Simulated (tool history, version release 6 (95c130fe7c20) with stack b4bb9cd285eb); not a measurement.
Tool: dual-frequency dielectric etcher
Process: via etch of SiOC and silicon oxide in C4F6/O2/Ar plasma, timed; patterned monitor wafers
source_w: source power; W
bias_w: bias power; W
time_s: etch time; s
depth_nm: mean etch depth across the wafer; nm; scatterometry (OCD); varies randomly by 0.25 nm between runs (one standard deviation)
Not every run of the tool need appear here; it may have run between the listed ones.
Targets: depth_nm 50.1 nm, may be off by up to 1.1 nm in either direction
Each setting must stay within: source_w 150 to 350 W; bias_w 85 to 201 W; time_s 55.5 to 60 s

run	hour	source_w	bias_w	time_s	depth_nm
1	0	250	143	60	45.591
2	4.1	250	143	60	45.717
3	5.9	260	144	60	46.573
4	13.9	300	144	60	48.399
5	21.6	300	145	60	48.207
6	22.5	300	146	60	48.258
7	29.1	300	147	60	48.432
8	31.1	300	148	60	48.751
9	39.8	300	149	60	48.629
10	40.9	300	150	60	48.582

5 candidate next runs follow, results not yet known. Just one meets every target within its allowed miss. Identify it.
A	42	260	175	57	?
B	42	300	145	59	?
C	42	290	179	58.5	?
D	42	350	163	59	?
E	42	300	141	58.5	?

move	depth_nm
A	47.123
B	47.525
C	50.275
D	51.823
E	46.666
A: moves away from the targets compared with the last run
B: moves away from the targets compared with the last run
C: all results land within tolerance of their targets
D: takes the result that was furthest off past its target
E: moves away from the targets compared with the last run
Answer: C
